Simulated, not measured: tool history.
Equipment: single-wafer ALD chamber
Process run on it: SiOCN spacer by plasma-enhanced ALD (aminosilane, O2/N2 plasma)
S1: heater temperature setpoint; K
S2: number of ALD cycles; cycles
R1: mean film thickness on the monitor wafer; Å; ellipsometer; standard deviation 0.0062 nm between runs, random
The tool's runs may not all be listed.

run 1 hour=0 | S1=663.15 S2=38 | R1=22.441
run 2 hour=3.1 | S1=663.15 S2=33 | R1=19.486
run 3 hour=11.3 | S1=658.15 S2=33 | R1=19.446
run 4 hour=16.6 | S1=652.15 S2=33 | R1=19.539
run 5 hour=23 | S1=652.15 S2=32 | R1=19.031
run 6 hour=24.4 | S1=660.15 S2=32 | R1=18.829
run 7 hour=27.6 | S1=660.15 S2=29 | R1=16.998

Run 8 comes next. What will it give?
run 8 hour=29.4 | S1=660.15 S2=29 | R1=?

R1: 17.198 Å
